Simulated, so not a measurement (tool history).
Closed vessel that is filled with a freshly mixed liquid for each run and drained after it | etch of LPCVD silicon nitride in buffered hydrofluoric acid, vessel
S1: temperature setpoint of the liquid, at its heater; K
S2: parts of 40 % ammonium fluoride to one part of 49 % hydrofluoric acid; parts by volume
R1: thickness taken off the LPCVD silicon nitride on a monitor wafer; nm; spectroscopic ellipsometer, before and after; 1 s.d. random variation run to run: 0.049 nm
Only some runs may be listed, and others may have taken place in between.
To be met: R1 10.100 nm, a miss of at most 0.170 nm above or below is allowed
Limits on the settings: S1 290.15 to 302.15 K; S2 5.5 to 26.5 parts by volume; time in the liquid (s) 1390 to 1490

run 1 day=0.000 | S1=294.15 S2=16.0 time_in_the_liquid_(s)=1390 | R1=12.320
run 2 day=0.033 | S1=294.15 S2=16.0 time_in_the_liquid_(s)=1390 | R1=12.248
run 3 day=0.254 | S1=293.15 S2=16.0 time_in_the_liquid_(s)=1390 | R1=11.556
run 4 day=0.433 | S1=295.15 S2=16.0 time_in_the_liquid_(s)=1390 | R1=12.929
-- day=0.596 hydrofluoric acid flow meter replaced
run 5 day=0.596 | S1=295.15 S2=16.0 time_in_the_liquid_(s)=1490 | R1=13.167
run 6 day=0.704 | S1=295.15 S2=16.0 time_in_the_liquid_(s)=1390 | R1=12.333
run 7 day=0.729 | S1=294.15 S2=16.5 time_in_the_liquid_(s)=1390 | R1=11.176
run 8 day=0.833 | S1=293.65 S2=16.5 time_in_the_liquid_(s)=1390 | R1=11.007
run 9 day=0.862 | S1=293.15 S2=16.5 time_in_the_liquid_(s)=1390 | R1=10.557
run 10 day=0.946 | S1=292.65 S2=16.5 time_in_the_liquid_(s)=1390 | R1=10.324

Which of these 4 next moves meets every target?
run A day=1.029 | S1=292.15 S2=16.0 time_in_the_liquid_(s)=1460 | R1=?
run B day=1.029 | S1=292.15 S2=16.5 time_in_the_liquid_(s)=1430 | R1=?
run C day=1.029 | S1=294.15 S2=18.5 time_in_the_liquid_(s)=1440 | R1=?
run D day=1.029 | S1=292.15 S2=17.0 time_in_the_liquid_(s)=1430 | R1=?

move=A R1=10.871
move=B R1=10.329
move=C R1=10.395
move=D R1=10.030
A: moves away from the targets compared with the last run
B: no nearer and no further than the last run
C: moves away from the targets compared with the last run
D: every result within its allowed miss
So the answer is move D, the one that meets all the targets.
